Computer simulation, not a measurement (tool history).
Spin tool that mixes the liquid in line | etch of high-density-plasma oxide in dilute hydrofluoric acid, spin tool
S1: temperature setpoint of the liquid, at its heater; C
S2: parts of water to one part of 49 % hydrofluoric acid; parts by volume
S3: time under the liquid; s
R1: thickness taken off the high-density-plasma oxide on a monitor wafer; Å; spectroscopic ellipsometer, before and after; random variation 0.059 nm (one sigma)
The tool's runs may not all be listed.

run 1 hour=0.0 | S1=24.0 S2=115 S3=290 | R1=117.66
run 2 hour=0.6 | S1=25.5 S2=115 S3=290 | R1=125.39
run 3 hour=2.9 | S1=25.5 S2=115 S3=310 | R1=133.86
run 4 hour=4.0 | S1=26.5 S2=115 S3=310 | R1=138.07
run 5 hour=11.5 | S1=27.5 S2=115 S3=310 | R1=145.06
run 6 hour=20.2 | S1=27.5 S2=135 S3=310 | R1=119.48
run 7 hour=21.3 | S1=28.5 S2=130 S3=310 | R1=129.74

Run 8 comes next. What will it give?
run 8 hour=29.1 | S1=32.0 S2=120 S3=310 | R1=?

Run 8 gave R1 162.03 Å.

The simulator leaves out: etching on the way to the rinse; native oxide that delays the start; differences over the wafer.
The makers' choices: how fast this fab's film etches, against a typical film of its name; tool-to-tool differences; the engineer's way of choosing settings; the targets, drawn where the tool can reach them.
